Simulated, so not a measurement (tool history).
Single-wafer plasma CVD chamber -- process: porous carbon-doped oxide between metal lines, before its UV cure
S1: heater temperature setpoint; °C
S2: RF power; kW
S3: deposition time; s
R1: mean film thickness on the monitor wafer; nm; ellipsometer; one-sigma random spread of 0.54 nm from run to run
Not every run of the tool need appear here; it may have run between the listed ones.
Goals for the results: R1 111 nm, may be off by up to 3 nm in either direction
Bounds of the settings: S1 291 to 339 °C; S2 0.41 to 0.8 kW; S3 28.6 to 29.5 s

run 1 hour=0 | S1=315 S2=0.605 S3=28.6 | R1=158.23
run 2 hour=1.7 | S1=315 S2=0.645 S3=28.6 | R1=165.63
run 3 hour=6.1 | S1=318 S2=0.615 S3=28.6 | R1=158.38
run 4 hour=12.8 | S1=309 S2=0.615 S3=28.6 | R1=167.76
run 5 hour=14.1 | S1=312 S2=0.59 S3=28.6 | R1=157.43
run 6 hour=19.4 | S1=315 S2=0.57 S3=28.6 | R1=150.65
run 7 hour=26.1 | S1=317 S2=0.555 S3=28.6 | R1=146.8
run 8 hour=30.4 | S1=319 S2=0.54 S3=28.6 | R1=140.85
run 9 hour=36.9 | S1=321 S2=0.53 S3=28.6 | R1=137.77
run 10 hour=42.8 | S1=323 S2=0.52 S3=28.6 | R1=132.84
run 11 hour=44.5 | S1=335 S2=0.435 S3=28.6 | R1=105.59
run 12 hour=52.6 | S1=334 S2=0.435 S3=28.6 | R1=106.21
run 13 hour=59.9 | S1=333 S2=0.435 S3=28.6 | R1=107.82

Which of these 5 next moves meets every target?
run A hour=67.2 | S1=330 S2=0.445 S3=28.6 | R1=?
run B hour=67.2 | S1=330 S2=0.415 S3=28.6 | R1=?
run C hour=67.2 | S1=333 S2=0.41 S3=29.3 | R1=?
run D hour=67.2 | S1=339 S2=0.435 S3=28.6 | R1=?
run E hour=67.2 | S1=332 S2=0.41 S3=28.8 | R1=?

move=A R1=111.63
move=B R1=103.89
move=C R1=103.38
move=D R1=104.21
move=E R1=102.19
A: every result within its allowed miss
B: moves away from the targets compared with the last run
C: moves away from the targets compared with the last run
D: moves away from the targets compared with the last run
E: moves away from the targets compared with the last run
So the answer is move A, the one that meets all the targets.
